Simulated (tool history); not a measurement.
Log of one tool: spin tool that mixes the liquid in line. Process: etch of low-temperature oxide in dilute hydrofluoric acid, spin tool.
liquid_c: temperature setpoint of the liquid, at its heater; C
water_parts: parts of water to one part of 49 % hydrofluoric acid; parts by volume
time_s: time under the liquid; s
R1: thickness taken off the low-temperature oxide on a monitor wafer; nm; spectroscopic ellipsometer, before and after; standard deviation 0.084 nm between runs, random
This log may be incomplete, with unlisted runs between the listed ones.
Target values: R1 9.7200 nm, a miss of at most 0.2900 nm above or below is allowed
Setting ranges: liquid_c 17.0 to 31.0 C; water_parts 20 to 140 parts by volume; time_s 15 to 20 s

{"run": 1, "day": 0.0, "liquid_c": 23.0, "water_parts": 75, "time_s": 20, "R1": 5.0309}
{"run": 2, "day": 0.233, "liquid_c": 25.0, "water_parts": 70, "time_s": 20, "R1": 5.9022}
{"run": 3, "day": 0.383, "liquid_c": 26.5, "water_parts": 65, "time_s": 20, "R1": 6.7664}
{"run": 4, "day": 0.45, "liquid_c": 28.0, "water_parts": 60, "time_s": 20, "R1": 7.9152}
{"run": 5, "day": 0.746, "liquid_c": 29.0, "water_parts": 60, "time_s": 20, "R1": 8.3183}
{"run": 6, "day": 1.067, "liquid_c": 26.5, "water_parts": 60, "time_s": 20, "R1": 7.4528}
{"run": 7, "day": 1.346, "liquid_c": 26.5, "water_parts": 60, "time_s": 20, "R1": 7.6115}
{"run": 8, "day": 1.567, "liquid_c": 27.5, "water_parts": 60, "time_s": 20, "R1": 7.8891}
{"run": 9, "day": 1.629, "liquid_c": 28.5, "water_parts": 60, "time_s": 20, "R1": 8.1562}
{"run": 10, "day": 1.775, "liquid_c": 29.0, "water_parts": 60, "time_s": 20, "R1": 8.3074}
{"run": 11, "day": 1.804, "liquid_c": 29.5, "water_parts": 60, "time_s": 20, "R1": 8.4812}
{"run": 12, "day": 1.988, "liquid_c": 30.0, "water_parts": 60, "time_s": 20, "R1": 8.646}
{"run": 13, "day": 2.075, "liquid_c": 30.5, "water_parts": 60, "time_s": 20, "R1": 8.8914}

Next run, 5 choices. One meets every target within its allowed miss, the rest don't. Which?
{"run": "A", "day": 2.162, "liquid_c": 30.0, "water_parts": 65, "time_s": 20, "R1": "?"}
{"run": "B", "day": 2.162, "liquid_c": 31.0, "water_parts": 55, "time_s": 20, "R1": "?"}
{"run": "C", "day": 2.162, "liquid_c": 31.0, "water_parts": 60, "time_s": 20, "R1": "?"}
{"run": "D", "day": 2.162, "liquid_c": 29.0, "water_parts": 55, "time_s": 20, "R1": "?"}
{"run": "E", "day": 2.162, "liquid_c": 30.5, "water_parts": 50, "time_s": 20, "R1": "?"}

move=A R1=7.8758
move=B R1=9.8243
move=C R1=8.9359
move=D R1=9.0862
move=E R1=10.6810
A: further off than the last run
B: meets every target
C: closes in on the targets versus the last run, not all within tolerance yet
D: closes in on the targets versus the last run, not all within tolerance yet
E: takes the biggest miss from the last run beyond its target
B is the move that brings every result within its allowed miss.
